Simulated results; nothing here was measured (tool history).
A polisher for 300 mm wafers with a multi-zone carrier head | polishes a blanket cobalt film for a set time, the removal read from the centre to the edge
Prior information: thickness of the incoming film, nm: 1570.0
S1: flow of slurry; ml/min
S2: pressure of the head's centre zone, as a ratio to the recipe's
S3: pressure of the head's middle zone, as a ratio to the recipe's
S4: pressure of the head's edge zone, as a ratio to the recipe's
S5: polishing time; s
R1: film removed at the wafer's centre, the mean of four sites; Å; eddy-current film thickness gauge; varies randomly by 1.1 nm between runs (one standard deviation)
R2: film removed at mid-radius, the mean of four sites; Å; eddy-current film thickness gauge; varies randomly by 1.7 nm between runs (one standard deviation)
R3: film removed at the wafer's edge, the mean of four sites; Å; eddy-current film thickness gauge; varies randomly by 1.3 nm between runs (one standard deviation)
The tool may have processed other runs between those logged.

Run 1, hour 0: S1 235 ml/min, S2 1, S3 1, S4 1, S5 50 s. Result: R1 2588.9 Å, R2 2458.8 Å, R3 2570.8 Å.
Run 2, hour 2.9: S1 235 ml/min, S2 1, S3 1, S4 1.05, S5 50 s. Result: R1 2652.5 Å, R2 2574.2 Å, R3 2673.3 Å.
Run 3, hour 10.5: S1 205 ml/min, S2 1, S3 1, S4 1.05, S5 50 s. Result: R1 2581.8 Å, R2 2482 Å, R3 2617.4 Å.
Run 4, hour 12.5: S1 245 ml/min, S2 1, S3 1, S4 1.05, S5 50 s. Result: R1 2614.9 Å, R2 2521.2 Å, R3 2674 Å.
Run 5, hour 15.7: S1 245 ml/min, S2 1, S3 1, S4 1.05, S5 58 s. Result: R1 3066.1 Å, R2 2895.5 Å, R3 3094.8 Å.
Run 6, hour 17.1: S1 230 ml/min, S2 1, S3 0.98, S4 1.03, S5 53 s. Result: R1 2777.5 Å, R2 2593.4 Å, R3 2826.5 Å.
Run 7, hour 19.6: S1 220 ml/min, S2 1, S3 0.97, S4 1, S5 49 s. Result: R1 2541.9 Å, R2 2298 Å, R3 2519.5 Å.
Run 8, hour 25.8: S1 170 ml/min, S2 0.9, S3 0.87, S4 0.9, S5 35 s. Result: R1 1563.6 Å, R2 1458.3 Å, R3 1663.4 Å.
Run 9, hour 28.6: S1 170 ml/min, S2 0.9, S3 0.86, S4 0.89, S5 34 s. Result: R1 1501.2 Å, R2 1431.8 Å, R3 1605.4 Å.
Run 10, hour 30.1: S1 165 ml/min, S2 0.91, S3 0.85, S4 0.89, S5 33 s. Result: R1 1445.5 Å, R2 1369.3 Å, R3 1523.4 Å.
Run 11, hour 36.9: S1 165 ml/min, S2 0.93, S3 0.84, S4 0.91, S5 32 s. Result: R1 1444.5 Å, R2 1311.6 Å, R3 1523.9 Å.
Run 12, hour 45.1: S1 165 ml/min, S2 0.94, S3 0.84, S4 0.91, S5 32 s. Result: R1 1455.6 Å, R2 1309.3 Å, R3 1520 Å.

What does the tool deliver on the next run?
Run 13, hour 51.8: S1 165 ml/min, S2 0.95, S3 0.84, S4 0.91, S5 32 s. Result: R1 ?, R2 ?, R3 ?.

{"run 13": {"R1": 1468.1, "R2": 1272.8, "R3": 1529.2}}
